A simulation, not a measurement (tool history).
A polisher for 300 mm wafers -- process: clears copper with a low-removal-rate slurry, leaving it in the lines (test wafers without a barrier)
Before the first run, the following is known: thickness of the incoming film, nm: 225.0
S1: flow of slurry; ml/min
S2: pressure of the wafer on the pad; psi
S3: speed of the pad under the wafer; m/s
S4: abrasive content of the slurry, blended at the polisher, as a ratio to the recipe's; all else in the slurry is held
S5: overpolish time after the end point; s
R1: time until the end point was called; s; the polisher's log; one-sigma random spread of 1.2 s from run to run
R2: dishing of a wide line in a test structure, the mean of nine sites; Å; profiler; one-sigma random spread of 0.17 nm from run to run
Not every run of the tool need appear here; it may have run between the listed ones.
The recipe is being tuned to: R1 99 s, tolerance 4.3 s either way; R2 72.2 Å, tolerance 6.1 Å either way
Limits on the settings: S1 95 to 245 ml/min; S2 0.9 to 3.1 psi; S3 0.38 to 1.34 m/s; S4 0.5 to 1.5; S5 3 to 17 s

{"run": 1, "hour": 0.0, "S1": 155, "S2": 2, "S3": 0.86, "S4": 1, "S5": 9, "R1": 122.61, "R2": 125.85}
{"run": 2, "hour": 4.0, "S1": 155, "S2": 1.5, "S3": 0.86, "S4": 1, "S5": 9, "R1": 159.89, "R2": 97.981}
{"run": 3, "hour": 11.8, "S1": 155, "S2": 1.5, "S3": 0.86, "S4": 1, "S5": 12, "R1": 163.57, "R2": 129.55}
{"run": 4, "hour": 18.9, "S1": 160, "S2": 1.7, "S3": 0.88, "S4": 1, "S5": 9, "R1": 137.53, "R2": 111.34}
{"run": 5, "hour": 25.8, "S1": 190, "S2": 1.7, "S3": 0.9, "S4": 1, "S5": 7, "R1": 128.82, "R2": 96.495}
{"run": 6, "hour": 34.6, "S1": 210, "S2": 1.8, "S3": 0.92, "S4": 1, "S5": 6, "R1": 116.46, "R2": 92.602}
{"run": 7, "hour": 37.1, "S1": 220, "S2": 1.8, "S3": 0.92, "S4": 1, "S5": 5, "R1": 115.97, "R2": 78.48}
{"hour": 42.7, "done": "slurry nozzle cleaned"}
{"run": 8, "hour": 42.7, "S1": 225, "S2": 1.9, "S3": 0.92, "S4": 1, "S5": 4, "R1": 103.76, "R2": 69.782}

Exercise: of the 5 proposed moves below, exactly one satisfies all targets within the stated allowed misses. Which move is it?
{"run": "A", "hour": 48.3, "S1": 240, "S2": 1.9, "S3": 0.96, "S4": 0.95, "S5": 4, "R1": "?", "R2": "?"}
{"run": "B", "hour": 48.3, "S1": 205, "S2": 2.4, "S3": 0.88, "S4": 1, "S5": 3, "R1": "?", "R2": "?"}
{"run": "C", "hour": 48.3, "S1": 225, "S2": 2.2, "S3": 0.94, "S4": 1.2, "S5": 3, "R1": "?", "R2": "?"}
{"run": "D", "hour": 48.3, "S1": 190, "S2": 1.8, "S3": 1.2, "S4": 0.85, "S5": 3, "R1": "?", "R2": "?"}
{"run": "E", "hour": 48.3, "S1": 240, "S2": 2, "S3": 0.82, "S4": 0.75, "S5": 4, "R1": "?", "R2": "?"}

move=A R1=101.37 R2=68.905
move=B R1=88.902 R2=59.617
move=C R1=87.622 R2=60.382
move=D R1=89.476 R2=59.039
move=E R1=115.6 R2=60.919
A: every result within its allowed miss
B: pushes the last run's worst result past its target
C: pushes the last run's worst result past its target
D: pushes the last run's worst result past its target
E: moves away from the targets compared with the last run
The move that meets every target is A.
